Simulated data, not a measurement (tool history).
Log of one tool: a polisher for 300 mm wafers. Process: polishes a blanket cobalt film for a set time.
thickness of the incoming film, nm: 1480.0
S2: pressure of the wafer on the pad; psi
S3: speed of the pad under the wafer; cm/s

run 1 hour=0.0 | flow_of_slurry_(ml/min)=295 S2=1.7 S3=76 polishing_time_(s)=30 | film_removed_(nm)=91.412
run 2 hour=7.9 | flow_of_slurry_(ml/min)=295 S2=2.0 S3=76 polishing_time_(s)=30 | film_removed_(nm)=105.010
run 3 hour=15.1 | flow_of_slurry_(ml/min)=295 S2=1.6 S3=76 polishing_time_(s)=30 | film_removed_(nm)=84.469
run 4 hour=22.8 | flow_of_slurry_(ml/min)=295 S2=1.8 S3=76 polishing_time_(s)=30 | film_removed_(nm)=98.929
run 5 hour=24.7 | flow_of_slurry_(ml/min)=295 S2=1.8 S3=76 polishing_time_(s)=30 | film_removed_(nm)=96.931
run 6 hour=29.5 | flow_of_slurry_(ml/min)=295 S2=2.1 S3=76 polishing_time_(s)=30 | film_removed_(nm)=109.800
run 7 hour=38.4 | flow_of_slurry_(ml/min)=295 S2=2.3 S3=78 polishing_time_(s)=30 | film_removed_(nm)=127.140

The next listed run, before its measurement:
run 8 hour=45.9 | flow_of_slurry_(ml/min)=295 S2=2.7 S3=80 polishing_time_(s)=30 | film_removed_(nm)=?

{"run 8": {"film removed (nm)": 152.68}}
